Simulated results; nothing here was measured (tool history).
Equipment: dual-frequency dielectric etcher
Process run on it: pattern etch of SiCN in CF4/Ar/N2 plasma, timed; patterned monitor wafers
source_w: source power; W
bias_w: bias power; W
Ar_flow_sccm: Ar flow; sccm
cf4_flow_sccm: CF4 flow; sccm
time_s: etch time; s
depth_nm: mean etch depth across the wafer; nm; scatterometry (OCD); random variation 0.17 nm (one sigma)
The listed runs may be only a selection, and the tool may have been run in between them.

Run 1, day 0: source_w 340 W, bias_w 84 W, Ar_flow_sccm 136 sccm, cf4_flow_sccm 78 sccm, time_s 92 s. Result: depth_nm 63.157 nm.
Run 2, day 0.338: source_w 340 W, bias_w 84 W, Ar_flow_sccm 136 sccm, cf4_flow_sccm 78 sccm, time_s 95.5 s. Result: depth_nm 65.612 nm.
Run 3, day 0.704: source_w 400 W, bias_w 84 W, Ar_flow_sccm 136 sccm, cf4_flow_sccm 78 sccm, time_s 95.5 s. Result: depth_nm 75.393 nm.
Run 4, day 1.025: source_w 360 W, bias_w 83 W, Ar_flow_sccm 136 sccm, cf4_flow_sccm 78 sccm, time_s 95.5 s. Result: depth_nm 68.496 nm.
Run 5, day 1.108: source_w 360 W, bias_w 83 W, Ar_flow_sccm 136 sccm, cf4_flow_sccm 78 sccm, time_s 95.5 s. Result: depth_nm 68.407 nm.
Run 6, day 1.467: source_w 330 W, bias_w 82 W, Ar_flow_sccm 136 sccm, cf4_flow_sccm 78 sccm, time_s 95.5 s. Result: depth_nm 62.64 nm.

What will run 7 give?
Run 7, day 1.525: source_w 310 W, bias_w 82 W, Ar_flow_sccm 136 sccm, cf4_flow_sccm 78 sccm, time_s 95.5 s. Result: depth_nm ?.

depth_nm: 59.481 nm
